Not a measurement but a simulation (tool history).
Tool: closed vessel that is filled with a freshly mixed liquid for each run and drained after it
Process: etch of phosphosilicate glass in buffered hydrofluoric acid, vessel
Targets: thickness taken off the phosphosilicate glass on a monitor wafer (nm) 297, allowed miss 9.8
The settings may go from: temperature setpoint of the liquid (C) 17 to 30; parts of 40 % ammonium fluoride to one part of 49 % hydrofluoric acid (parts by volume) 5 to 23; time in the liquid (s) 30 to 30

run	hour	temperature setpoint of the liquid (C)	parts of 40 % ammonium fluoride to one part of 49 % hydrofluoric acid (parts by volume)	time in the liquid (s)	thickness taken off the phosphosilicate glass on a monitor wafer (nm)
1	0	22	14	30	120.17
2	6.8	19.5	14	30	104
3	11.9	23	14	30	125.64
4	15.4	23	14	30	126.03
5	18.8	23	10.5	30	167.42
6	23.5	23	8	30	213.54
7	32	24.5	8	30	234.32
8	35	25.5	8	30	245.47
9	38.4	26.5	8	30	254.59
10	40.5	27.5	8	30	270.49
11	49.2	28	8	30	279

5 next moves are on the table. One of them brings every result within its allowed miss. Which?
A	57.9	27	8	30	?
B	57.9	28.5	8.5	30	?
C	57.9	26.5	7.5	30	?
D	57.9	26	7.5	30	?
E	57.9	24	6	30	?

move	thickness taken off the phosphosilicate glass on a monitor wafer (nm)
A	265.52
B	269.29
C	277.19
D	269.85
E	298.17
A: further off than the last run
B: further off than the last run
C: further off than the last run
D: further off than the last run
E: meets every target
Answer: E
